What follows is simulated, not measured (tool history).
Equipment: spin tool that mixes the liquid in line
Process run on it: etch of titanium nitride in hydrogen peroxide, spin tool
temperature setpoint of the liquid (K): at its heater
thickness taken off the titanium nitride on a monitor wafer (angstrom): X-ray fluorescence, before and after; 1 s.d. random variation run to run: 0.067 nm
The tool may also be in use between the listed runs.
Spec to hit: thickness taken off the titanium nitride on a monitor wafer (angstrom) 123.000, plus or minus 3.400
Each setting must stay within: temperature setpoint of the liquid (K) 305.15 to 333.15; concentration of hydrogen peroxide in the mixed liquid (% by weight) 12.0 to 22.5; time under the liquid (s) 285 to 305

run	day	temperature setpoint of the liquid (K)	concentration of hydrogen peroxide in the mixed liquid (% by weight)	time under the liquid (s)	thickness taken off the titanium nitride on a monitor wafer (angstrom)
1	0.000	317.15	15.5	285	67.689
2	0.225	319.15	15.5	285	78.300
3	0.438	320.65	15.5	285	87.752
4	0.638	320.65	14.0	285	86.352
5	0.742	322.15	14.0	285	95.654
6	0.788	322.15	14.0	285	95.520
# day 0.929: heated supply line repaired
7	0.929	323.15	14.0	285	136.220
8	1.058	322.65	14.0	285	131.140
9	1.275	322.65	14.0	285	132.480
10	1.483	322.15	14.0	285	127.110

Next run, 4 choices. One meets every target within its allowed miss, the rest don't. Which?
A	1.692	320.65	14.0	285	?
B	1.692	320.15	13.5	300	?
C	1.692	320.65	12.0	300	?
D	1.692	320.15	16.5	305	?

move	thickness taken off the titanium nitride on a monitor wafer (angstrom)
A	114.200
B	115.000
C	116.400
D	121.960
A: the result that was furthest off in the last run now lies on the other side of its target
B: the result that was furthest off in the last run now lies on the other side of its target
C: the result that was furthest off in the last run now lies on the other side of its target
D: all results land within tolerance of their targets
Answer: D

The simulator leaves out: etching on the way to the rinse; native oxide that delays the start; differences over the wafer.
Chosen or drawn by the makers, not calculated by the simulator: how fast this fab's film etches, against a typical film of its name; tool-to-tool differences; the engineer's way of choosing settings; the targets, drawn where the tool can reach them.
